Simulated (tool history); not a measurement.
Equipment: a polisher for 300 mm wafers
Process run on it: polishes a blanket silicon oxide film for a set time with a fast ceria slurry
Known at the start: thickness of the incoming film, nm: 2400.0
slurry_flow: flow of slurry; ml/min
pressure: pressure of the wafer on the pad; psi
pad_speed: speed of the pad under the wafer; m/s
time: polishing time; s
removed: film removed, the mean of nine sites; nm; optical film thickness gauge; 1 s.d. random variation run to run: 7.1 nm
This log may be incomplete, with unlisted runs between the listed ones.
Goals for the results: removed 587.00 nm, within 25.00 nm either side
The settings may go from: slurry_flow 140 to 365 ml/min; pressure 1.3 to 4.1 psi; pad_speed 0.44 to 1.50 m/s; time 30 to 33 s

run	hour	slurry_flow	pressure	pad_speed	time	removed
1	0.0	235	2.7	0.96	33	433.17
2	3.0	235	2.2	0.96	33	351.63
3	11.5	235	2.2	0.96	30	329.75
4	15.7	235	2.5	0.96	30	370.36
5	21.3	235	2.8	0.96	30	411.32
6	29.3	235	3.0	0.96	30	445.30
7	34.6	235	3.2	0.96	30	483.14
8	36.1	235	3.3	0.96	30	484.48

4 candidate next runs follow, results not yet known. Just one meets every target within its allowed miss. Identify it.
A	37.6	265	3.5	1.12	33	?
B	37.6	270	3.5	1.10	33	?
C	37.6	170	3.8	0.98	33	?
D	37.6	285	3.9	0.98	32	?

move	removed
A	658.80
B	648.55
C	592.91
D	628.10
A: the result that was furthest off in the last run now lies on the other side of its target
B: the result that was furthest off in the last run now lies on the other side of its target
C: hits every target within its allowed miss
D: the result that was furthest off in the last run now lies on the other side of its target
The right move is C.
